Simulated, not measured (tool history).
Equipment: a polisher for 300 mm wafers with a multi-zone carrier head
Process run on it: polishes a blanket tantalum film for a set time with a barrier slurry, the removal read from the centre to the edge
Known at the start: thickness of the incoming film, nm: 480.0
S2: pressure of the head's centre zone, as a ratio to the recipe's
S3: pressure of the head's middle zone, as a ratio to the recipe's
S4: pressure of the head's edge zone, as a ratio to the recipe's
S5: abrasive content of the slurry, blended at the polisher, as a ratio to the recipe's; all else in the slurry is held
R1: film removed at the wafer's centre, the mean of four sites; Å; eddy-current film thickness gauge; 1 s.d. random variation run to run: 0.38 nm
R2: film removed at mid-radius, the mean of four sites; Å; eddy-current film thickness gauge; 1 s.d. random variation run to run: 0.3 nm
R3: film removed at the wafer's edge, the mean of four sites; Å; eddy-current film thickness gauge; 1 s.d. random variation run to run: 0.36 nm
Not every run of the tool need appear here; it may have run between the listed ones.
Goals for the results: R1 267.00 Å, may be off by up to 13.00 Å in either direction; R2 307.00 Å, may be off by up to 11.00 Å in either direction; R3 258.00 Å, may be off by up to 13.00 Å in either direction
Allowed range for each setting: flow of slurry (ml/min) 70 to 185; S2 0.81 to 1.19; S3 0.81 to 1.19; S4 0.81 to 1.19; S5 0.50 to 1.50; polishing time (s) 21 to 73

{"run": 1, "day": 0.0, "flow of slurry (ml/min)": 120, "S2": 1.0, "S3": 1.0, "S4": 1.0, "S5": 1.0, "polishing time (s)": 47, "R1": 429.03, "R2": 445.82, "R3": 431.82}
{"run": 2, "day": 0.233, "flow of slurry (ml/min)": 120, "S2": 1.0, "S3": 1.0, "S4": 1.0, "S5": 1.0, "polishing time (s)": 58, "R1": 538.51, "R2": 541.73, "R3": 531.59}
{"run": 3, "day": 0.608, "flow of slurry (ml/min)": 120, "S2": 0.93, "S3": 1.0, "S4": 1.0, "S5": 1.0, "polishing time (s)": 58, "R1": 510.12, "R2": 555.76, "R3": 525.21}
{"run": 4, "day": 0.633, "flow of slurry (ml/min)": 145, "S2": 0.93, "S3": 1.0, "S4": 1.0, "S5": 1.0, "polishing time (s)": 58, "R1": 503.59, "R2": 561.57, "R3": 537.3}
{"run": 5, "day": 0.883, "flow of slurry (ml/min)": 140, "S2": 0.93, "S3": 1.0, "S4": 0.97, "S5": 0.95, "polishing time (s)": 55, "R1": 481.12, "R2": 518.24, "R3": 483.26}
{"run": 6, "day": 1.0, "flow of slurry (ml/min)": 140, "S2": 0.92, "S3": 1.0, "S4": 0.96, "S5": 0.9, "polishing time (s)": 52, "R1": 440.3, "R2": 483.43, "R3": 453.56}
{"run": 7, "day": 1.317, "flow of slurry (ml/min)": 140, "S2": 0.91, "S3": 1.01, "S4": 0.94, "S5": 0.85, "polishing time (s)": 49, "R1": 400.7, "R2": 443.61, "R3": 409.4}
{"run": 8, "day": 1.362, "flow of slurry (ml/min)": 140, "S2": 0.9, "S3": 1.02, "S4": 0.92, "S5": 0.8, "polishing time (s)": 47, "R1": 352.6, "R2": 410.14, "R3": 379.49}

Which single option among these 5 for the next run brings every result within its allowed miss of target? Just one does.
{"run": "A", "day": 1.408, "flow of slurry (ml/min)": 140, "S2": 0.91, "S3": 1.04, "S4": 0.95, "S5": 0.7, "polishing time (s)": 40, "R1": "?", "R2": "?", "R3": "?"}
{"run": "B", "day": 1.408, "flow of slurry (ml/min)": 150, "S2": 0.92, "S3": 1.19, "S4": 0.84, "S5": 1.0, "polishing time (s)": 30, "R1": "?", "R2": "?", "R3": "?"}
{"run": "C", "day": 1.408, "flow of slurry (ml/min)": 135, "S2": 0.87, "S3": 0.98, "S4": 0.9, "S5": 0.65, "polishing time (s)": 40, "R1": "?", "R2": "?", "R3": "?"}
{"run": "D", "day": 1.408, "flow of slurry (ml/min)": 150, "S2": 0.87, "S3": 1.07, "S4": 1.02, "S5": 0.9, "polishing time (s)": 33, "R1": "?", "R2": "?", "R3": "?"}
{"run": "E", "day": 1.408, "flow of slurry (ml/min)": 135, "S2": 0.93, "S3": 1.07, "S4": 0.84, "S5": 0.8, "polishing time (s)": 34, "R1": "?", "R2": "?", "R3": "?"}

move=A R1=287.43 R2=333.46 R3=300.17
move=B R1=262.38 R2=333.97 R3=254.15
move=C R1=259.92 R2=301.86 R3=278.10
move=D R1=261.29 R2=323.74 R3=293.75
move=E R1=266.82 R2=309.87 R3=258.28
A: closer than the last run, but not yet in spec
B: closer than the last run, but not yet in spec
C: brings the result that was furthest off to its target, and leaves another outside
D: closer than the last run, but not yet in spec
E: hits every target within its allowed miss
E meets every target.
